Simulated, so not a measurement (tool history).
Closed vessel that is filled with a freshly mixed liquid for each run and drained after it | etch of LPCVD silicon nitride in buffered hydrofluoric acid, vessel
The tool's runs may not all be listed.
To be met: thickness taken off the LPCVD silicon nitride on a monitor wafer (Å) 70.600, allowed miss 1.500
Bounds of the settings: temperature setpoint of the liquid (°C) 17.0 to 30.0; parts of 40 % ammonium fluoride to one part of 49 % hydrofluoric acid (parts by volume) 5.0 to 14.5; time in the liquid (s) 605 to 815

run	hour	temperature setpoint of the liquid (°C)	parts of 40 % ammonium fluoride to one part of 49 % hydrofluoric acid (parts by volume)	time in the liquid (s)	thickness taken off the LPCVD silicon nitride on a monitor wafer (Å)
1	0.0	22.0	9.0	815	119.610
2	3.6	20.5	9.5	815	105.410
3	7.9	19.5	10.0	815	97.639
4	12.5	19.0	10.5	815	90.366
5	16.7	22.0	10.5	815	105.500
6	25.2	23.5	10.5	815	116.080
7	31.8	22.0	11.0	815	101.590
8	35.9	18.0	12.0	810	73.925
9	39.0	17.5	12.0	810	72.122

4 next moves are on the table. One of them brings every result within its allowed miss. Which?
A	42.1	18.5	11.5	740	?
B	42.1	18.5	12.5	775	?
C	42.1	18.0	11.5	770	?
D	42.1	18.0	11.0	745	?

move	thickness taken off the LPCVD silicon nitride on a monitor wafer (Å)
A	72.719
B	70.191
C	73.553
D	74.323
A: further off than the last run
B: meets every target
C: further off than the last run
D: further off than the last run
Answer: B
